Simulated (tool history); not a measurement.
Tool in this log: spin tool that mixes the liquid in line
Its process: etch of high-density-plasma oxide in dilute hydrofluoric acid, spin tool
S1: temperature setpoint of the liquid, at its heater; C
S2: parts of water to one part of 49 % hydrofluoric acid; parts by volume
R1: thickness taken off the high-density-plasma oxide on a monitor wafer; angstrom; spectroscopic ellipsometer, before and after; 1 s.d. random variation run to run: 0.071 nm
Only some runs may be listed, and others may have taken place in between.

Run 1, day 0.000: S1 25.0 C, S2 145 parts by volume, time under the liquid (s) 310. Result: R1 118.480 angstrom.
Run 2, day 0.112: S1 23.5 C, S2 150 parts by volume, time under the liquid (s) 310. Result: R1 108.810 angstrom.
Run 3, day 0.138: S1 26.5 C, S2 150 parts by volume, time under the liquid (s) 310. Result: R1 120.600 angstrom.
Run 4, day 0.429: S1 24.0 C, S2 150 parts by volume, time under the liquid (s) 310. Result: R1 109.390 angstrom.
Run 5, day 0.671: S1 23.0 C, S2 155 parts by volume, time under the liquid (s) 310. Result: R1 100.670 angstrom.
Run 6, day 0.883: S1 23.0 C, S2 155 parts by volume, time under the liquid (s) 330. Result: R1 107.300 angstrom.
Run 7, day 0.925: S1 22.0 C, S2 160 parts by volume, time under the liquid (s) 330. Result: R1 101.190 angstrom.
Run 8, day 1.062: S1 21.0 C, S2 165 parts by volume, time under the liquid (s) 330. Result: R1 90.984 angstrom.

For run 9, what comes out?
Run 9, day 1.375: S1 20.5 C, S2 165 parts by volume, time under the liquid (s) 330. Result: R1 ?.

For run 9 the tool returned R1 90.296 angstrom.
